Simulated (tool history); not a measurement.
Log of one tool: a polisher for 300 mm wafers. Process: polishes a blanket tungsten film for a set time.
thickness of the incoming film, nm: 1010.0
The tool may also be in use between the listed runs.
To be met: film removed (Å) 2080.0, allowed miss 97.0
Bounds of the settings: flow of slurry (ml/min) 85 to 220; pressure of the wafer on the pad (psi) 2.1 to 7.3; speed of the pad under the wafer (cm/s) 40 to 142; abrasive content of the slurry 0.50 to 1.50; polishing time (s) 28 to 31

run,hour,flow of slurry (ml/min),pressure of the wafer on the pad (psi),speed of the pad under the wafer (cm/s),abrasive content of the slurry,polishing time (s),film removed (Å)
1,0.0,140,4.7,90,1.00,31,1391.3
2,6.3,140,4.7,90,0.85,31,1330.2
3,7.6,160,4.7,90,0.85,31,1402.9
4,12.6,160,4.3,90,0.85,31,1302.0
5,17.3,135,4.3,90,0.85,31,1236.3
6,22.9,140,4.7,90,0.85,31,1368.8
7,31.8,155,6.0,92,0.85,31,1809.1
8,38.8,160,6.1,92,0.85,31,1798.6

4 next moves are on the table. One of them brings every result within its allowed miss. Which?
A,45.8,175,6.7,94,0.85,31,?
B,45.8,155,6.6,90,0.80,31,?
C,45.8,160,6.8,88,0.75,31,?
D,45.8,170,6.4,100,0.80,28,?

move,film removed (Å)
A,2063.8
B,1887.2
C,1888.8
D,1862.0
A: meets every target
B: nearer than the last run, and not there yet
C: nearer than the last run, and not there yet
D: nearer than the last run, and not there yet
The right move is A.
